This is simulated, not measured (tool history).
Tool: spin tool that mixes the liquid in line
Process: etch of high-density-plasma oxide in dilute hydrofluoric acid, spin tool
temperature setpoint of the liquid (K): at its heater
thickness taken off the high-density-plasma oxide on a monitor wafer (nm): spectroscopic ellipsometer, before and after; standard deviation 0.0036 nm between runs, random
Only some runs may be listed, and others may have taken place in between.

run,day,temperature setpoint of the liquid (K),parts of water to one part of 49 % hydrofluoric acid (parts by volume),time under the liquid (s),thickness taken off the high-density-plasma oxide on a monitor wafer (nm)
1,0,295.15,200,40,1.3178
2,0.188,295.15,200,20,0.65864
3,0.392,296.15,200,20,0.68887
4,0.488,295.65,200,20,0.67596
5,0.621,295.65,200,20,0.68184
6,0.95,295.65,200,40,1.3571
7,1.212,294.15,220,40,1.1313
8,1.462,296.15,220,40,1.2108
9,1.796,294.15,170,40,1.5423

What will run 10 give?
10,1.996,297.15,185,40,?

Run 10 came out at thickness taken off the high-density-plasma oxide on a monitor wafer (nm) 1.5716.
